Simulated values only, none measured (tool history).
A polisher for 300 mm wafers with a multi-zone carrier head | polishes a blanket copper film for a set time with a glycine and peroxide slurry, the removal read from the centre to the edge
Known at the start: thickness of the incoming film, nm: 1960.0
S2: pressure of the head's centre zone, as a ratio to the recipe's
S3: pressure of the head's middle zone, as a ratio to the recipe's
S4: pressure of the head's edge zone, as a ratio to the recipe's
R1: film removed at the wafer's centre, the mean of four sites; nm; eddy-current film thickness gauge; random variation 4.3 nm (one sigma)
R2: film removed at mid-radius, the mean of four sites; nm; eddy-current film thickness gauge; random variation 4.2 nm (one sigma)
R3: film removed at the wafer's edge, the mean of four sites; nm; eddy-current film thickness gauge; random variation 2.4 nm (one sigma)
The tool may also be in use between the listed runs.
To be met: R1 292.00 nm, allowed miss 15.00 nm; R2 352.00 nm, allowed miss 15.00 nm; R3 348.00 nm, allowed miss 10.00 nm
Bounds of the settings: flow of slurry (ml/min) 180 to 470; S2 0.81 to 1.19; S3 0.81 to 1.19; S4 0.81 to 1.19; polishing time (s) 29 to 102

{"run": 1, "hour": 0.0, "flow of slurry (ml/min)": 300, "S2": 1.0, "S3": 1.0, "S4": 1.0, "polishing time (s)": 65, "R1": 228.48, "R2": 223.38, "R3": 227.91}
{"run": 2, "hour": 3.3, "flow of slurry (ml/min)": 305, "S2": 0.97, "S3": 1.03, "S4": 1.04, "polishing time (s)": 71, "R1": 232.55, "R2": 246.64, "R3": 257.19}
{"run": 3, "hour": 10.6, "flow of slurry (ml/min)": 235, "S2": 0.97, "S3": 1.03, "S4": 1.04, "polishing time (s)": 71, "R1": 232.38, "R2": 237.45, "R3": 250.71}
{"run": 4, "hour": 16.6, "flow of slurry (ml/min)": 235, "S2": 0.97, "S3": 1.03, "S4": 1.12, "polishing time (s)": 71, "R1": 228.43, "R2": 239.9, "R3": 256.98}
{"run": 5, "hour": 18.5, "flow of slurry (ml/min)": 235, "S2": 1.02, "S3": 1.03, "S4": 1.12, "polishing time (s)": 71, "R1": 247.56, "R2": 238.28, "R3": 257.4}
{"run": 6, "hour": 22.5, "flow of slurry (ml/min)": 260, "S2": 1.01, "S3": 1.07, "S4": 1.13, "polishing time (s)": 75, "R1": 266.42, "R2": 272.16, "R3": 276.86}
{"run": 7, "hour": 28.4, "flow of slurry (ml/min)": 275, "S2": 0.99, "S3": 1.08, "S4": 1.15, "polishing time (s)": 78, "R1": 266.99, "R2": 275.21, "R3": 293.93}
{"run": 8, "hour": 35.5, "flow of slurry (ml/min)": 275, "S2": 0.99, "S3": 1.08, "S4": 1.15, "polishing time (s)": 78, "R1": 265.94, "R2": 283.5, "R3": 292.24}
{"run": 9, "hour": 42.7, "flow of slurry (ml/min)": 285, "S2": 0.98, "S3": 1.1, "S4": 1.16, "polishing time (s)": 81, "R1": 277.71, "R2": 288.58, "R3": 309.45}
{"run": 10, "hour": 43.7, "flow of slurry (ml/min)": 295, "S2": 0.95, "S3": 1.12, "S4": 1.11, "polishing time (s)": 84, "R1": 276.77, "R2": 312.24, "R3": 309.42}

5 next moves are on the table. One of them brings every result within its allowed miss. Which?
{"run": "A", "hour": 44.7, "flow of slurry (ml/min)": 285, "S2": 0.95, "S3": 1.19, "S4": 1.06, "polishing time (s)": 89, "R1": "?", "R2": "?", "R3": "?"}
{"run": "B", "hour": 44.7, "flow of slurry (ml/min)": 255, "S2": 0.99, "S3": 1.19, "S4": 1.0, "polishing time (s)": 101, "R1": "?", "R2": "?", "R3": "?"}
{"run": "C", "hour": 44.7, "flow of slurry (ml/min)": 240, "S2": 0.98, "S3": 1.16, "S4": 1.06, "polishing time (s)": 83, "R1": "?", "R2": "?", "R3": "?"}
{"run": "D", "hour": 44.7, "flow of slurry (ml/min)": 265, "S2": 0.88, "S3": 1.1, "S4": 1.05, "polishing time (s)": 98, "R1": "?", "R2": "?", "R3": "?"}
{"run": "E", "hour": 44.7, "flow of slurry (ml/min)": 210, "S2": 1.05, "S3": 1.11, "S4": 1.07, "polishing time (s)": 98, "R1": "?", "R2": "?", "R3": "?"}

move=A R1=295.13 R2=358.02 R3=324.61
move=B R1=343.47 R2=400.76 R3=354.34
move=C R1=276.88 R2=319.54 R3=297.88
move=D R1=298.57 R2=365.52 R3=353.84
move=E R1=341.74 R2=355.87 R3=348.24
A: nearer than the last run, and not there yet
B: brings the result that was furthest off to its target, and leaves another outside
C: further off than the last run
D: meets every target
E: brings the result that was furthest off to its target, and leaves another outside
The right move is D.
